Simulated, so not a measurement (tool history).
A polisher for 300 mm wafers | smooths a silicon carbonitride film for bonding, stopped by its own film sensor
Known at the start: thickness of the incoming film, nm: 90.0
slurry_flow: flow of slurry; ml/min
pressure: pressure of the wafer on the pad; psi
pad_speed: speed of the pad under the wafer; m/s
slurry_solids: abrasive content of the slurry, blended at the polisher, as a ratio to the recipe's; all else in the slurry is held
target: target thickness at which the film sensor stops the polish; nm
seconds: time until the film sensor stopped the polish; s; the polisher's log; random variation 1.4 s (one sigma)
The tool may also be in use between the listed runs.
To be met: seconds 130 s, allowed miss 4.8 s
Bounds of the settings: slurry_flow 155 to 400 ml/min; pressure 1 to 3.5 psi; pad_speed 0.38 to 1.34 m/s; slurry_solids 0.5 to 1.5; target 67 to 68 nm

run  hour  slurry_flow  pressure  pad_speed  slurry_solids  target  seconds
  1     0          255       2.2       0.86              1      68     85.5
  2   7.8          290       2.2       0.86              1      68    84.03
  3  11.6          290         2       0.86              1      68   91.781
  4  17.7          245         2       0.86              1      68   95.081
  5  19.8          245         2       0.86              1      67   99.691
  6  27.3          245         2       0.96              1      67   91.113
  7  32.7          245       1.8       0.96              1      67   100.23
  8  36.3          245       1.7       0.96              1      67   105.74
  9    37          245       1.6       0.96              1      67   114.26
 10  39.4          245       1.5       0.96              1      67   119.39

Which of these 4 next moves meets every target?
  A  41.8          300       1.4       0.82            1.1      67        ?
  B  41.8          250       1.6       0.86              1      67        ?
  C  41.8          210       1.6       1.04           0.75      67        ?
  D  41.8          200       1.6       0.84           1.15      67        ?

move  seconds
   A   132.85
   B   121.25
   C   122.39
   D    121.2
A: meets every target
B: nearer than the last run, and not there yet
C: nearer than the last run, and not there yet
D: nearer than the last run, and not there yet
Answer: A
